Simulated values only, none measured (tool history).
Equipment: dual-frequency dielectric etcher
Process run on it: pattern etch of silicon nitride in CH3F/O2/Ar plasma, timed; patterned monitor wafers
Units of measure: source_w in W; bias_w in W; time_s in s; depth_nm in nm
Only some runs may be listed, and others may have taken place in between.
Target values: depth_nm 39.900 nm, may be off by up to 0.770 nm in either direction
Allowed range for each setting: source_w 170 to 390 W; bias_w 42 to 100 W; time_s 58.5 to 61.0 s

run,hour,source_w,bias_w,time_s,depth_nm
1,0.0,280,71,58.5,36.360
2,2.0,280,65,58.5,35.451
3,9.0,230,65,58.5,33.337
4,10.6,230,73,58.5,34.800
5,17.8,230,73,58.5,34.436
6,20.1,260,73,58.5,36.208
7,25.5,270,73,58.5,36.135
8,27.8,280,74,58.5,37.229
9,28.9,290,74,58.5,37.446
10,34.4,300,74,58.5,37.732
11,41.7,310,74,58.5,37.763
12,48.4,320,75,58.5,38.855

Below are 4 possible settings for the next run. Only one of them brings all results inside the allowed miss of their targets. Which is it?
A,55.1,290,63,61.0,?
B,55.1,260,77,60.0,?
C,55.1,310,63,60.5,?
D,55.1,320,74,60.5,?

move,depth_nm
A,36.796
B,37.312
C,37.319
D,39.752
A: lands further from the targets than the last run did
B: lands further from the targets than the last run did
C: lands further from the targets than the last run did
D: all results land within tolerance of their targets
Move D is the one to make.
